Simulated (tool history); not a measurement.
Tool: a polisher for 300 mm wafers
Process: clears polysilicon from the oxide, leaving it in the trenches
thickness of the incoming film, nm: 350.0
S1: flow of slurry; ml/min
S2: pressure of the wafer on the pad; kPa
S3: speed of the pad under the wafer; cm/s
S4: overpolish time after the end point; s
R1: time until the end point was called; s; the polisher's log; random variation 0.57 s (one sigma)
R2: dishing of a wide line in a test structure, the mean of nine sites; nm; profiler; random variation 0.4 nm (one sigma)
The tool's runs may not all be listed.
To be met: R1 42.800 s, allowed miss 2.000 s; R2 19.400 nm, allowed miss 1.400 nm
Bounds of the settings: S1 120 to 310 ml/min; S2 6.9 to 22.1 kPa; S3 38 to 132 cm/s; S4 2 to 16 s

run  hour   S1    S2  S3  S4      R1      R2
  1   0.0  200  14.5  84   8  41.797  28.926
  2   1.6  250  14.5  84   8  40.188  29.198
  3   9.7  250  13.1  84   8  44.938  28.377
  4  14.2  250  13.1  84  11  45.096  31.689
  5  16.2  250  13.1  84  13  44.839  32.512
  6  18.9  235  13.8  80  11  44.866  31.503
  7  19.7  245  13.1  84   9  43.992  29.975
  8  21.0  250  14.5  76   8  45.508  27.491
  9  27.2  260  15.2  72   7  44.234  25.214
 10  33.9  275  15.9  70   3  43.862  15.410
 11  39.9  270  15.9  70   3  44.230  15.630

Which of these 5 next moves meets every target?
  A  45.9  260  15.9  74   3   ?   ?
  B  45.9  270  16.5  80   3   ?   ?
  C  45.9  245  20.7  64   5   ?   ?
  D  45.9  255  14.5  90   5   ?   ?
  E  45.9  310  21.4  54   4   ?   ?

move      R1      R2
   A  42.611  16.110
   B  37.862  17.527
   C  38.650  23.819
   D  38.354  23.919
   E  43.064  19.516
A: nearer than the last run, and not there yet
B: nearer than the last run, and not there yet
C: takes the result that was furthest off past its target
D: takes the result that was furthest off past its target
E: meets every target
Answer: E
